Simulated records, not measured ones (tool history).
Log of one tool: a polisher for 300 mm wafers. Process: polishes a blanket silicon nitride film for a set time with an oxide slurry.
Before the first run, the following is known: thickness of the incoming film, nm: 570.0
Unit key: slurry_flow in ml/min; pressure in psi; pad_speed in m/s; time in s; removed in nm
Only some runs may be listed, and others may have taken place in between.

| run | hour | slurry_flow | pressure | pad_speed | slurry_solids | time | removed |
|---|---|---|---|---|---|---|---|
| 1 | 0 | 180 | 4.1 | 1.36 | 1 | 70 | 64.559 |
| 2 | 4.9 | 190 | 4.5 | 1.36 | 1 | 70 | 71.484 |
| 3 | 9.1 | 190 | 4.5 | 1.36 | 1 | 70 | 70.328 |
| 4 | 10.2 | 190 | 4.9 | 1.36 | 1 | 70 | 76.52 |
| 5 | 17.8 | 200 | 5.2 | 1.36 | 1 | 70 | 81.989 |
| 6 | 20.9 | 230 | 5.2 | 1.36 | 1 | 70 | 83.837 |
| 7 | 28.9 | 230 | 5.4 | 1.36 | 1 | 70 | 86.914 |

Estimate the outcome of run 8 from the log above:
| 8 | 32.5 | 230 | 5.5 | 1.36 | 1 | 70 | ? |

Run 8 came out at removed 87.833 nm.

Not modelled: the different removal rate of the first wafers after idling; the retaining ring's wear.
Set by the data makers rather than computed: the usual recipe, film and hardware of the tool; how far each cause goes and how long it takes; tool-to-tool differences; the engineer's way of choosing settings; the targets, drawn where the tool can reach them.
